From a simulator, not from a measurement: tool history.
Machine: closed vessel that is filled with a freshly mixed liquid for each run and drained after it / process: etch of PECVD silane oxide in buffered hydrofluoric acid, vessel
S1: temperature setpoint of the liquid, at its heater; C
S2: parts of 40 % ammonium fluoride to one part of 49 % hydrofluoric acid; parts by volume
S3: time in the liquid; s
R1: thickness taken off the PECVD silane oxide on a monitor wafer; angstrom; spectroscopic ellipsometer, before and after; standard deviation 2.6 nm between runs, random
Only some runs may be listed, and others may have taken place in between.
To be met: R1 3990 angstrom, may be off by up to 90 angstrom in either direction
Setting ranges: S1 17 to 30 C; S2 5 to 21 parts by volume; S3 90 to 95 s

{"run": 1, "day": 0.0, "S1": 22, "S2": 13, "S3": 90, "R1": 2069.7}
{"run": 2, "day": 0.362, "S1": 20.5, "S2": 13, "S3": 90, "R1": 1910}
{"run": 3, "day": 0.65, "S1": 23.5, "S2": 12, "S3": 90, "R1": 2465.9}
{"run": 4, "day": 0.704, "S1": 21.5, "S2": 12, "S3": 90, "R1": 2169.1}
{"run": 5, "day": 0.858, "S1": 24, "S2": 11.5, "S3": 90, "R1": 2615.1}
{"day": 0.975, "done": "hydrofluoric acid flow meter replaced"}
{"run": 6, "day": 0.975, "S1": 26, "S2": 11, "S3": 90, "R1": 3360.6}
{"run": 7, "day": 1.329, "S1": 26.5, "S2": 11, "S3": 90, "R1": 3406.6}
{"run": 8, "day": 1.354, "S1": 27, "S2": 11, "S3": 90, "R1": 3514}
{"run": 9, "day": 1.475, "S1": 27.5, "S2": 11, "S3": 90, "R1": 3605.5}

Exactly one of the 4 candidate moves below puts every result within its allowed miss. Which one?
{"run": "A", "day": 1.596, "S1": 28.5, "S2": 11, "S3": 95, "R1": "?"}
{"run": "B", "day": 1.596, "S1": 23, "S2": 8, "S3": 90, "R1": "?"}
{"run": "C", "day": 1.596, "S1": 26.5, "S2": 11, "S3": 90, "R1": "?"}
{"run": "D", "day": 1.596, "S1": 26.5, "S2": 12.5, "S3": 95, "R1": "?"}

move=A R1=4061.6
move=B R1=3810.6
move=C R1=3458.6
move=D R1=3222.5
A: all results in spec
B: closer than the last run, but not yet in spec
C: the biggest miss grows against the last run
D: the biggest miss grows against the last run
Move A is the one to make.
